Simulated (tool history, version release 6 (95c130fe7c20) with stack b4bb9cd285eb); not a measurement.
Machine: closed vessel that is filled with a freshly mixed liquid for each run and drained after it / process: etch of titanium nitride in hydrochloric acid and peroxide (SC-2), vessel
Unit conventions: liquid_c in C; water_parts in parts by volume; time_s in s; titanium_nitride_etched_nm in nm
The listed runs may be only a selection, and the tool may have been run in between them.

run,hour,liquid_c,water_parts,time_s,titanium_nitride_etched_nm
1,0,57,9,225,9.5589
2,4.8,57,9,240,10.296
3,6,57,8,240,11.27
4,8.2,58,8,240,11.978
5,10.6,59,8,240,12.782
6,16.3,52,8,240,8.1258
7,17.7,54.5,8,240,9.6376
8,23.6,56.5,8,240,10.961

Predict the results of run 9:
9,31.2,58,8,240,?

titanium_nitride_etched_nm: 12.024 nm

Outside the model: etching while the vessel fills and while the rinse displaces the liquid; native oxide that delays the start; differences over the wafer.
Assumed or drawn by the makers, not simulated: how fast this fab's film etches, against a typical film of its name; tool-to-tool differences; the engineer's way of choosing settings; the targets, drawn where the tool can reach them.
